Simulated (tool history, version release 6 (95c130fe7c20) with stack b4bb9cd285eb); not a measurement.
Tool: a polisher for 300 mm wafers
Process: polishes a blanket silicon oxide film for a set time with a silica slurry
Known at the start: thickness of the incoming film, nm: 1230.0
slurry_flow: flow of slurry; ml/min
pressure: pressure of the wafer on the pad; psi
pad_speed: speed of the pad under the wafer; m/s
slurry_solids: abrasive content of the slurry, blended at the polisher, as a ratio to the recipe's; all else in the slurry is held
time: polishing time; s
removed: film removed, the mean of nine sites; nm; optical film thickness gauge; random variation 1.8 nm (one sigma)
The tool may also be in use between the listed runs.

| run | hour | slurry_flow | pressure | pad_speed | slurry_solids | time | removed |
|---|---|---|---|---|---|---|---|
| 1 | 0 | 290 | 3.9 | 0.96 | 1 | 60 | 169.9 |
| 2 | 3.4 | 290 | 3.9 | 0.96 | 1.1 | 60 | 175.4 |
| 3 | 9.6 | 290 | 4.1 | 0.96 | 1.1 | 60 | 183.77 |
| 4 | 14.8 | 290 | 4.1 | 0.72 | 1.1 | 60 | 146.44 |
| 5 | 21.7 | 290 | 4.1 | 0.72 | 1.1 | 60 | 146.01 |
| 6 | 23 | 225 | 4.1 | 0.72 | 1.1 | 60 | 144.8 |
| 7 | 24.1 | 225 | 4.5 | 0.72 | 1.1 | 60 | 158.51 |
| 8 | 31.8 | 225 | 4.8 | 0.72 | 1.1 | 60 | 169.74 |
| 9 | 35.3 | 225 | 5 | 0.72 | 1.1 | 60 | 172.78 |
| 10 | 44.1 | 225 | 5.2 | 0.72 | 1.1 | 60 | 181.87 |

Run 11 comes next. What will it give?
| 11 | 49.6 | 225 | 5.4 | 0.72 | 1.1 | 60 | ? |

Run 11 gave removed 187.6 nm.

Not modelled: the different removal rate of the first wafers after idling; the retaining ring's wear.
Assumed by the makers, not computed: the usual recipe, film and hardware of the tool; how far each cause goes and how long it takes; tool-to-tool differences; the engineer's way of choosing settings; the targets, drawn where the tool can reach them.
